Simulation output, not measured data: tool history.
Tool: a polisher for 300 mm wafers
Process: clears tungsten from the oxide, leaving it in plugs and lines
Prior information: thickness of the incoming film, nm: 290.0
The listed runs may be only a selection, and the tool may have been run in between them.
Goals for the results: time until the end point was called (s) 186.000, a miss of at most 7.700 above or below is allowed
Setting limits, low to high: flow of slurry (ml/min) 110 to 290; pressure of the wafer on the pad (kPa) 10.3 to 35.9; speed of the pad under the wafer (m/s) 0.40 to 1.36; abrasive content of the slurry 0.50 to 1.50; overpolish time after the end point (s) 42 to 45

run  hour  flow of slurry (ml/min)  pressure of the wafer on the pad (kPa)  speed of the pad under the wafer (m/s)  abrasive content of the slurry  overpolish time after the end point (s)  time until the end point was called (s)
  1   0.0                      185                                    22.8                                    0.88                            1.00                                       42                                   87.997
  2   1.4                      185                                    22.8                                    0.88                            0.85                                       42                                   92.306
  3   5.1                      185                                    17.2                                    0.88                            0.85                                       42                                  121.710
  4   5.9                      215                                    17.2                                    0.88                            0.85                                       42                                  116.110
  5  13.3                      210                                    15.9                                    0.86                            0.85                                       42                                  127.400
  6  16.7                      210                                    15.9                                    0.70                            0.85                                       42                                  158.910
  7  17.8                      205                                    15.2                                    0.70                            0.85                                       42                                  164.000
  8  20.7                      200                                    14.5                                    0.70                            0.85                                       42                                  170.520
  9  23.8                      195                                    14.5                                    0.70                            0.85                                       42                                  170.760

Consider the 4 candidate settings below. Which is the only one whose results all fall within their allowed miss of target?
  A  26.9                      200                                    17.9                                    0.62                            0.80                                       42                                        ?
  B  26.9                      185                                    12.4                                    0.76                            0.85                                       44                                        ?
  C  26.9                      200                                    13.1                                    0.66                            0.80                                       43                                        ?
  D  26.9                      225                                    12.4                                    0.68                            0.90                                       42                                        ?

move  time until the end point was called (s)
   A                                  156.320
   B                                  186.690
   C                                  200.090
   D                                  198.220
A: the biggest miss grows against the last run
B: meets every target
C: the result that was furthest off in the last run now lies on the other side of its target
D: the result that was furthest off in the last run now lies on the other side of its target
Correct choice: B, which meets every target
